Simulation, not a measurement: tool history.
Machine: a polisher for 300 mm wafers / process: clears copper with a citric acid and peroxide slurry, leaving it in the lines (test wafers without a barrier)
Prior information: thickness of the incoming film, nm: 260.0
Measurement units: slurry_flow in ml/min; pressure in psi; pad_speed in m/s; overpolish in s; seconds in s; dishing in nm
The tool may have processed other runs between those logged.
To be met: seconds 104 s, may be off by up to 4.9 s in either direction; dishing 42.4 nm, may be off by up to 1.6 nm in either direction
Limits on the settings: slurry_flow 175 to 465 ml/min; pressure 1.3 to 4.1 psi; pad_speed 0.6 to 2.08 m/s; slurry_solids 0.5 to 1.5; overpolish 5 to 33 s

Run 1, day 0: slurry_flow 295 ml/min, pressure 2.7 psi, pad_speed 1.34 m/s, slurry_solids 1, overpolish 17 s. Result: seconds 123.75 s, dishing 27.23 nm.
Run 2, day 0.125: slurry_flow 295 ml/min, pressure 2.7 psi, pad_speed 1.12 m/s, slurry_solids 1, overpolish 17 s. Result: seconds 139.67 s, dishing 23.436 nm.
Run 3, day 0.271: slurry_flow 240 ml/min, pressure 2.7 psi, pad_speed 1.12 m/s, slurry_solids 1, overpolish 17 s. Result: seconds 145.54 s, dishing 23.278 nm.
Run 4, day 0.538: slurry_flow 230 ml/min, pressure 2.9 psi, pad_speed 1.14 m/s, slurry_solids 1, overpolish 18 s. Result: seconds 133.6 s, dishing 25.984 nm.
Run 5, day 0.829: slurry_flow 225 ml/min, pressure 3 psi, pad_speed 1.16 m/s, slurry_solids 1, overpolish 19 s. Result: seconds 125.99 s, dishing 28.666 nm.
Run 6, day 0.925: slurry_flow 225 ml/min, pressure 3 psi, pad_speed 1.16 m/s, slurry_solids 1, overpolish 25 s. Result: seconds 128.15 s, dishing 36.515 nm.
Run 7, day 1.229: slurry_flow 230 ml/min, pressure 3.1 psi, pad_speed 1.16 m/s, slurry_solids 1, overpolish 25 s. Result: seconds 121.35 s, dishing 37.258 nm.
Run 8, day 1.45: slurry_flow 235 ml/min, pressure 3.2 psi, pad_speed 1.16 m/s, slurry_solids 1, overpolish 25 s. Result: seconds 119.59 s, dishing 39.737 nm.
Run 9, day 1.646: slurry_flow 240 ml/min, pressure 3.3 psi, pad_speed 1.16 m/s, slurry_solids 1, overpolish 25 s. Result: seconds 115.54 s, dishing 40.292 nm.
Run 10, day 1.988: slurry_flow 240 ml/min, pressure 3.4 psi, pad_speed 1.16 m/s, slurry_solids 1, overpolish 25 s. Result: seconds 111.91 s, dishing 40.753 nm.
Run 11, day 2.258: slurry_flow 240 ml/min, pressure 3.5 psi, pad_speed 1.16 m/s, slurry_solids 1, overpolish 25 s. Result: seconds 110.93 s, dishing 42.178 nm.

Which one of the following 5 next-run settings gets every result inside its allowed miss? There is exactly one.
Run A, day 2.529: slurry_flow 265 ml/min, pressure 3.8 psi, pad_speed 1.38 m/s, slurry_solids 0.9, overpolish 22 s. Result: seconds ?, dishing ?.
Run B, day 2.529: slurry_flow 215 ml/min, pressure 3.6 psi, pad_speed 1.22 m/s, slurry_solids 1, overpolish 24 s. Result: seconds ?, dishing ?.
Run C, day 2.529: slurry_flow 285 ml/min, pressure 3.5 psi, pad_speed 1.22 m/s, slurry_solids 1.05, overpolish 21 s. Result: seconds ?, dishing ?.
Run D, day 2.529: slurry_flow 315 ml/min, pressure 3 psi, pad_speed 1.36 m/s, slurry_solids 0.9, overpolish 29 s. Result: seconds ?, dishing ?.
Run E, day 2.529: slurry_flow 270 ml/min, pressure 3.5 psi, pad_speed 1.22 m/s, slurry_solids 1, overpolish 21 s. Result: seconds ?, dishing ?.

move  seconds  dishing
   A   89.439   45.156
   B   103.25   42.959
   C   102.66   38.475
   D   111.63   46.693
   E   104.27   37.963
A: the result that was furthest off in the last run now lies on the other side of its target
B: all results in spec
C: meets the target for the result that was furthest off, but another lies outside its allowed miss
D: misses by more than the last run did
E: meets the target for the result that was furthest off, but another lies outside its allowed miss
Answer: B

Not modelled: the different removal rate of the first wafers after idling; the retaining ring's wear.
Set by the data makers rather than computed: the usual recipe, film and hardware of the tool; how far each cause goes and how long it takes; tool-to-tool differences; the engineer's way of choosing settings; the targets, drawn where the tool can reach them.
